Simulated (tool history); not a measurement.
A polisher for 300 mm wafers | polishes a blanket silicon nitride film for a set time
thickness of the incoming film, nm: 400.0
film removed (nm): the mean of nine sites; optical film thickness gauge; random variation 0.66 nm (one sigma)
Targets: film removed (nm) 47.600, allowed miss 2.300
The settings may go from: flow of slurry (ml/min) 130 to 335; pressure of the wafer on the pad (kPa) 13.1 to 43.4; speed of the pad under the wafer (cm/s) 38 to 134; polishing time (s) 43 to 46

run  hour  flow of slurry (ml/min)  pressure of the wafer on the pad (kPa)  speed of the pad under the wafer (cm/s)  polishing time (s)  film removed (nm)
  1   0.0                      215                                    28.3                                       86                  43             88.915
  2   0.6                      215                                    25.5                                       84                  43             81.332
  3   8.2                      215                                    25.5                                       84                  43             80.867
  4  10.2                      215                                    25.5                                       66                  43             67.713
  5  17.8                      245                                    25.5                                       66                  43             67.377
  6  23.4                      245                                    25.5                                       66                  43             67.547
  7  26.8                      245                                    24.1                                       66                  43             63.165
  8  32.5                      245                                    22.8                                       66                  43             60.009
  9  39.5                      245                                    22.1                                       66                  43             59.051
 10  46.0                      245                                    21.4                                       66                  43             56.148
 11  47.1                      245                                    16.5                                       64                  43             43.318

Which of these 5 next moves meets every target?
  A  48.2                      240                                    17.9                                       54                  45                  ?
  B  48.2                      175                                    13.8                                       66                  43                  ?
  C  48.2                      260                                    17.2                                       56                  43                  ?
  D  48.2                      280                                    18.6                                       56                  46                  ?
  E  48.2                      215                                    20.7                                       62                  43                  ?

move  film removed (nm)
   A             41.805
   B             35.594
   C             39.874
   D             46.171
   E             50.690
A: further off than the last run
B: further off than the last run
C: further off than the last run
D: meets every target
E: takes the result that was furthest off past its target
Move D is the one to make.

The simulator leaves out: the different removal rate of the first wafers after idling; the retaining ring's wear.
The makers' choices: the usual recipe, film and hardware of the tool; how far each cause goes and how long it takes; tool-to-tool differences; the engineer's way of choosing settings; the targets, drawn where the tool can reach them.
